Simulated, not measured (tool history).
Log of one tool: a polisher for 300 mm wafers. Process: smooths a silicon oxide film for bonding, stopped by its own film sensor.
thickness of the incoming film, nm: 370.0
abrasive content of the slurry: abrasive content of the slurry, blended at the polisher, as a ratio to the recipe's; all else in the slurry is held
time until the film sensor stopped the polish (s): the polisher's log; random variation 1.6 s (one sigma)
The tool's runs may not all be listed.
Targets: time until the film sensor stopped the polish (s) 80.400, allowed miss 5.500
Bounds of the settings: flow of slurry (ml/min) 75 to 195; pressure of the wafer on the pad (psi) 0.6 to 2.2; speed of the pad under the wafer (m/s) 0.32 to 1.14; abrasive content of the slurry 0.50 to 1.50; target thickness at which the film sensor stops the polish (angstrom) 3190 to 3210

run  hour  flow of slurry (ml/min)  pressure of the wafer on the pad (psi)  speed of the pad under the wafer (m/s)  abrasive content of the slurry  target thickness at which the film sensor stops the polish (angstrom)  time until the film sensor stopped the polish (s)
  1   0.0                      125                                     1.4                                    0.72                            1.00                                                                   3210                                            111.550
  2   2.7                      125                                     1.4                                    0.62                            1.00                                                                   3210                                            120.650
  3   8.5                      125                                     1.4                                    0.62                            1.00                                                                   3190                                            124.040
  4  12.2                      125                                     1.4                                    0.62                            0.85                                                                   3190                                            132.570
  5  14.8                      155                                     1.4                                    0.62                            0.85                                                                   3190                                            135.450
  6  21.0                      130                                     1.4                                    0.62                            0.85                                                                   3190                                            135.910
  7  24.7                      130                                     1.8                                    0.70                            0.85                                                                   3190                                            101.380
  8  30.6                      130                                     1.9                                    0.72                            0.85                                                                   3190                                             96.966
  9  36.8                      130                                     1.9                                    0.74                            0.85                                                                   3190                                             90.671
 10  41.4                      130                                     2.0                                    0.76                            0.85                                                                   3190                                             90.637

5 next moves are on the table. One of them brings every result within its allowed miss. Which?
  A  46.0                      135                                     1.8                                    0.74                            0.85                                                                   3190                                                  ?
  B  46.0                      130                                     1.8                                    0.72                            0.80                                                                   3190                                                  ?
  C  46.0                      135                                     2.1                                    0.80                            0.80                                                                   3210                                                  ?
  D  46.0                      115                                     1.6                                    0.80                            0.90                                                                   3210                                                  ?
  E  46.0                      135                                     2.0                                    0.84                            0.65                                                                   3210                                                  ?

move  time until the film sensor stopped the polish (s)
   A                                             99.489
   B                                            106.300
   C                                             82.618
   D                                            101.850
   E                                            101.420
A: further off than the last run
B: further off than the last run
C: meets every target
D: further off than the last run
E: further off than the last run
Answer: C
